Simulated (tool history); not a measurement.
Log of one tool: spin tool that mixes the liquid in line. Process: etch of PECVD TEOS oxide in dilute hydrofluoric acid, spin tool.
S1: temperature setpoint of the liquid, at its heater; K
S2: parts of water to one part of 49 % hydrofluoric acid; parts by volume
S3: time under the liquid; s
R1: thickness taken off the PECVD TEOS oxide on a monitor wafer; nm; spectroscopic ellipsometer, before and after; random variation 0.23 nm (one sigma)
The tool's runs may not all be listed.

| run | hour | S1 | S2 | S3 | R1 |
|---|---|---|---|---|---|
| 1 | 0.0 | 299.15 | 180 | 280 | 19.616 |
| 2 | 4.5 | 295.65 | 180 | 280 | 17.452 |
| 3 | 10.9 | 297.65 | 180 | 280 | 18.441 |
| 4 | 16.7 | 294.15 | 180 | 280 | 16.058 |
| 5 | 18.2 | 294.15 | 245 | 280 | 11.227 |
| 6 | 22.2 | 294.15 | 245 | 300 | 11.971 |
| 7 | 31.3 | 297.15 | 235 | 300 | 14.041 |
| 8 | 33.6 | 299.15 | 225 | 300 | 16.036 |

Run 9 comes next. What will it give?
| 9 | 35.4 | 300.65 | 215 | 300 | ? |

{"run 9": {"R1": 17.889}}
